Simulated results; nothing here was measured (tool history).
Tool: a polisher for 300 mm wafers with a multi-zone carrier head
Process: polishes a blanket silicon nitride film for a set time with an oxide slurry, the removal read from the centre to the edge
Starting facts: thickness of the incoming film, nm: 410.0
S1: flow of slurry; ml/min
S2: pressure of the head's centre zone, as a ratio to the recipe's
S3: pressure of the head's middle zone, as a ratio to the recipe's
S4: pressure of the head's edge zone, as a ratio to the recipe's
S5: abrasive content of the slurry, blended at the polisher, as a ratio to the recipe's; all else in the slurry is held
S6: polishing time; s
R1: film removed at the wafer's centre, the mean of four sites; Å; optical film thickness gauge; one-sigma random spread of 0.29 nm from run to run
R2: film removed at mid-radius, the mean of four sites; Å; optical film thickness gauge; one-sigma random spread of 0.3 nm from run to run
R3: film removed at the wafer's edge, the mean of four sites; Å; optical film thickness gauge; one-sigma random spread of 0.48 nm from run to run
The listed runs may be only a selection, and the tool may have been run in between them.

{"run": 1, "hour": 0.0, "S1": 290, "S2": 1.0, "S3": 1.0, "S4": 1.0, "S5": 1.0, "S6": 64, "R1": 367.31, "R2": 367.56, "R3": 354.22}
{"run": 2, "hour": 3.6, "S1": 290, "S2": 1.0, "S3": 1.07, "S4": 1.0, "S5": 1.0, "S6": 64, "R1": 365.88, "R2": 387.74, "R3": 351.74}
{"run": 3, "hour": 9.7, "S1": 290, "S2": 1.0, "S3": 1.02, "S4": 1.0, "S5": 1.0, "S6": 64, "R1": 365.93, "R2": 374.86, "R3": 354.02}
{"run": 4, "hour": 18.7, "S1": 245, "S2": 1.0, "S3": 1.02, "S4": 1.0, "S5": 1.0, "S6": 64, "R1": 359.2, "R2": 362.81, "R3": 351.52}
{"run": 5, "hour": 25.1, "S1": 300, "S2": 1.0, "S3": 1.02, "S4": 1.0, "S5": 1.0, "S6": 64, "R1": 371.0, "R2": 379.03, "R3": 359.63}
{"run": 6, "hour": 29.5, "S1": 300, "S2": 1.0, "S3": 1.02, "S4": 1.0, "S5": 1.0, "S6": 53, "R1": 307.11, "R2": 312.86, "R3": 291.4}
{"run": 7, "hour": 34.0, "S1": 310, "S2": 1.03, "S3": 1.0, "S4": 1.04, "S5": 1.0, "S6": 53, "R1": 311.75, "R2": 302.66, "R3": 299.74}

Estimate the outcome of run 8 from the log above:
{"run": 8, "hour": 41.7, "S1": 335, "S2": 1.13, "S3": 1.01, "S4": 1.14, "S5": 1.15, "S6": 53, "R1": "?", "R2": "?", "R3": "?"}

R1: 366.58 Å
R2: 328.18 Å
R3: 328.03 Å

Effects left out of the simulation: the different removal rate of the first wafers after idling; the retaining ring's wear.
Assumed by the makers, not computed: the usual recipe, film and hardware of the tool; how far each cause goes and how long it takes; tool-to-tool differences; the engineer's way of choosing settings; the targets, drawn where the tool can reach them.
